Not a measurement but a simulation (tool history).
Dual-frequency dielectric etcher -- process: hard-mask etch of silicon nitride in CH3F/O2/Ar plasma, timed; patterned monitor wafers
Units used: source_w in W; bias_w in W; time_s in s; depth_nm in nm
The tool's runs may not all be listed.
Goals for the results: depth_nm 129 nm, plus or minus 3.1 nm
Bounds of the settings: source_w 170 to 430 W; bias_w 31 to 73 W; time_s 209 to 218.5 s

Run 1, day 0: source_w 300 W, bias_w 52 W, time_s 209 s. Result: depth_nm 113.1 nm.
Run 2, day 0.362: source_w 320 W, bias_w 53 W, time_s 209.5 s. Result: depth_nm 116.05 nm.
Run 3, day 0.412: source_w 340 W, bias_w 54 W, time_s 210 s. Result: depth_nm 122.42 nm.
Run 4, day 0.579: source_w 290 W, bias_w 54 W, time_s 210 s. Result: depth_nm 111.77 nm.
Run 5, day 0.921: source_w 270 W, bias_w 54 W, time_s 210 s. Result: depth_nm 107.53 nm.
Run 6, day 1.008: source_w 270 W, bias_w 54 W, time_s 209 s. Result: depth_nm 108.52 nm.
Run 7, day 1.338: source_w 300 W, bias_w 55 W, time_s 209.5 s. Result: depth_nm 115.12 nm.
Run 8, day 1.708: source_w 320 W, bias_w 56 W, time_s 209.5 s. Result: depth_nm 118.26 nm.
Run 9, day 1.975: source_w 330 W, bias_w 57 W, time_s 209.5 s. Result: depth_nm 121.21 nm.
Run 10, day 2: source_w 340 W, bias_w 57 W, time_s 209.5 s. Result: depth_nm 121.32 nm.
Run 11, day 2.083: source_w 390 W, bias_w 60 W, time_s 210.5 s. Result: depth_nm 134.65 nm.

5 candidate next runs follow, results not yet known. Just one meets every target within its allowed miss. Identify it.
Run A, day 2.167: source_w 370 W, bias_w 49 W, time_s 209 s. Result: depth_nm ?.
Run B, day 2.167: source_w 330 W, bias_w 62 W, time_s 216 s. Result: depth_nm ?.
Run C, day 2.167: source_w 390 W, bias_w 66 W, time_s 209 s. Result: depth_nm ?.
Run D, day 2.167: source_w 350 W, bias_w 53 W, time_s 209 s. Result: depth_nm ?.
Run E, day 2.167: source_w 370 W, bias_w 52 W, time_s 209.5 s. Result: depth_nm ?.

move  depth_nm
   A    121.91
   B    128.11
   C    136.16
   D    121.54
   E    124.26
A: moves the result that the last run missed by most past its target, out the other side
B: all results in spec
C: further off than the last run
D: moves the result that the last run missed by most past its target, out the other side
E: moves the result that the last run missed by most past its target, out the other side
The move that meets every target is B.
